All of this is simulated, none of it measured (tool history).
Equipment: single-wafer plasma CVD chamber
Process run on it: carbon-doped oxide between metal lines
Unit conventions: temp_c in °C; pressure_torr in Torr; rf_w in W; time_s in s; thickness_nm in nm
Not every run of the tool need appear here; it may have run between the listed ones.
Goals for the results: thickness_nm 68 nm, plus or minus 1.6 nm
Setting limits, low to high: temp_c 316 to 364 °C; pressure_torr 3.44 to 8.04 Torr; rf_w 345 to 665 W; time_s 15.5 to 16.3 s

Run 1, hour 0: temp_c 340 °C, pressure_torr 5.74 Torr, rf_w 505 W, time_s 16.3 s. Result: thickness_nm 81.49 nm.
Run 2, hour 1: temp_c 340 °C, pressure_torr 5.74 Torr, rf_w 535 W, time_s 16.3 s. Result: thickness_nm 83.767 nm.
Run 3, hour 6: temp_c 340 °C, pressure_torr 4.73 Torr, rf_w 535 W, time_s 16.3 s. Result: thickness_nm 81.482 nm.
Run 4, hour 12.6: temp_c 340 °C, pressure_torr 4.04 Torr, rf_w 535 W, time_s 16.3 s. Result: thickness_nm 80.292 nm.
Run 5, hour 13.2: temp_c 333 °C, pressure_torr 4.04 Torr, rf_w 535 W, time_s 16.3 s. Result: thickness_nm 82.389 nm.
Run 6, hour 15.7: temp_c 333 °C, pressure_torr 4.04 Torr, rf_w 535 W, time_s 15.5 s. Result: thickness_nm 77.932 nm.
Run 7, hour 19.6: temp_c 335 °C, pressure_torr 3.84 Torr, rf_w 505 W, time_s 15.5 s. Result: thickness_nm 74.222 nm.
Run 8, hour 26.2: temp_c 338 °C, pressure_torr 3.71 Torr, rf_w 495 W, time_s 15.5 s. Result: thickness_nm 71.949 nm.

4 next moves are on the table. One of them brings every result within its allowed miss. Which?
Run A, hour 32.8: temp_c 337 °C, pressure_torr 3.44 Torr, rf_w 465 W, time_s 15.5 s. Result: thickness_nm ?.
Run B, hour 32.8: temp_c 339 °C, pressure_torr 3.44 Torr, rf_w 500 W, time_s 15.5 s. Result: thickness_nm ?.
Run C, hour 32.8: temp_c 337 °C, pressure_torr 4.93 Torr, rf_w 480 W, time_s 15.5 s. Result: thickness_nm ?.
Run D, hour 32.8: temp_c 340 °C, pressure_torr 3.5 Torr, rf_w 485 W, time_s 16.3 s. Result: thickness_nm ?.

move  thickness_nm
   A        68.139
   B        71.071
   C        72.837
   D        72.999
A: in spec on every target
B: nearer the targets than the last run, but a result is still out of spec
C: lands further from the targets than the last run did
D: lands further from the targets than the last run did
The move that meets every target is A.

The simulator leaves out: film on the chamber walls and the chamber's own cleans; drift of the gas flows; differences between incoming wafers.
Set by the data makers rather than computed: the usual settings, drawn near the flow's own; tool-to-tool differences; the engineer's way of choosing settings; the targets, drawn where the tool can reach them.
